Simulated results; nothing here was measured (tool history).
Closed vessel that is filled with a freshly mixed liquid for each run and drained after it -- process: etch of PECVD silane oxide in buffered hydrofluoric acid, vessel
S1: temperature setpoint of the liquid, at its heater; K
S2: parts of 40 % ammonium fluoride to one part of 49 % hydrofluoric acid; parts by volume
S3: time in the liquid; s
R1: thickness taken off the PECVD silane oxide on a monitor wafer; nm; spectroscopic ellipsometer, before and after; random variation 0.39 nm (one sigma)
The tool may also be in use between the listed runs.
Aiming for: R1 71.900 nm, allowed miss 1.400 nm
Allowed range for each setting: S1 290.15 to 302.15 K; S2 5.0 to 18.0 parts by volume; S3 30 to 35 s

{"run": 1, "hour": 0.0, "S1": 294.15, "S2": 11.0, "S3": 35, "R1": 64.72}
{"run": 2, "hour": 6.6, "S1": 296.65, "S2": 11.0, "S3": 35, "R1": 73.919}
{"run": 3, "hour": 15.0, "S1": 293.65, "S2": 11.0, "S3": 35, "R1": 63.07}
{"run": 4, "hour": 18.5, "S1": 293.65, "S2": 11.0, "S3": 30, "R1": 54.113}
{"run": 5, "hour": 21.1, "S1": 293.65, "S2": 11.0, "S3": 35, "R1": 63.256}
{"run": 6, "hour": 26.7, "S1": 294.15, "S2": 11.0, "S3": 35, "R1": 64.571}
{"run": 7, "hour": 29.3, "S1": 295.15, "S2": 11.0, "S3": 35, "R1": 68.726}
{"run": 8, "hour": 33.0, "S1": 295.65, "S2": 11.0, "S3": 35, "R1": 70.486}

Exactly one of the 4 candidate moves below puts every result within its allowed miss. Which one?
{"run": "A", "hour": 36.7, "S1": 293.15, "S2": 8.5, "S3": 35, "R1": "?"}
{"run": "B", "hour": 36.7, "S1": 295.15, "S2": 10.5, "S3": 35, "R1": "?"}
{"run": "C", "hour": 36.7, "S1": 295.65, "S2": 8.5, "S3": 30, "R1": "?"}
{"run": "D", "hour": 36.7, "S1": 293.15, "S2": 9.5, "S3": 35, "R1": "?"}

move=A R1=76.393
move=B R1=71.606
move=C R1=75.224
move=D R1=69.393
A: carries the result that was furthest off beyond its target, to the other side
B: hits every target within its allowed miss
C: carries the result that was furthest off beyond its target, to the other side
D: further off than the last run
The move that meets every target is B.
